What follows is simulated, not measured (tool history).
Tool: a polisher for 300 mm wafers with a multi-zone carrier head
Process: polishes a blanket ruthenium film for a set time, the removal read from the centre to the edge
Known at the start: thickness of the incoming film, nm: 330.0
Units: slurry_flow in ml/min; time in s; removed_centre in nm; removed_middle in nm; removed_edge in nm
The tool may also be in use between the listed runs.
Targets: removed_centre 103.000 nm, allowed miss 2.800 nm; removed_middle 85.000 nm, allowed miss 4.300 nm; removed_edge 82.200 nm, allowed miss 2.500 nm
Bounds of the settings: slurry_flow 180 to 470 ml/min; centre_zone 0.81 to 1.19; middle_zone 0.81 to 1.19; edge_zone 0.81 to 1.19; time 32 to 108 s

run	hour	slurry_flow	centre_zone	middle_zone	edge_zone	time	removed_centre	removed_middle	removed_edge
1	0.0	300	1.00	1.00	1.00	70	79.785	77.914	77.079
2	5.5	315	1.05	1.01	1.01	71	83.516	77.997	77.994
3	12.8	320	1.09	1.02	0.99	73	88.992	81.799	79.462
4	13.4	390	1.09	1.02	0.99	73	91.123	83.614	80.383
5	17.4	390	1.09	1.05	0.99	73	89.827	83.404	81.368
6	18.6	390	1.12	1.04	0.99	74	94.160	86.527	81.518
7	23.9	390	1.14	1.02	1.00	74	93.891	83.541	82.613
8	27.8	395	1.15	1.00	0.98	75	96.997	82.813	82.465
9	36.1	395	1.16	1.00	0.97	76	99.633	85.350	83.600
10	42.4	395	1.17	1.00	0.96	76	99.642	87.216	83.388
11	48.8	405	1.18	0.97	0.94	76	100.280	84.531	82.124

4 next moves are on the table. One of them brings every result within its allowed miss. Which?
A	55.2	345	1.19	0.97	0.81	78	?	?	?
B	55.2	375	1.13	1.05	0.91	77	?	?	?
C	55.2	355	1.19	0.97	0.90	78	?	?	?
D	55.2	400	1.12	0.97	0.91	75	?	?	?

move	removed_centre	removed_middle	removed_edge
A	102.060	84.255	76.963
B	97.960	89.266	80.412
C	102.350	84.460	80.836
D	95.308	82.029	78.713
A: brings the result that was furthest off to its target, and leaves another outside
B: further off than the last run
C: meets every target
D: further off than the last run
The right move is C.
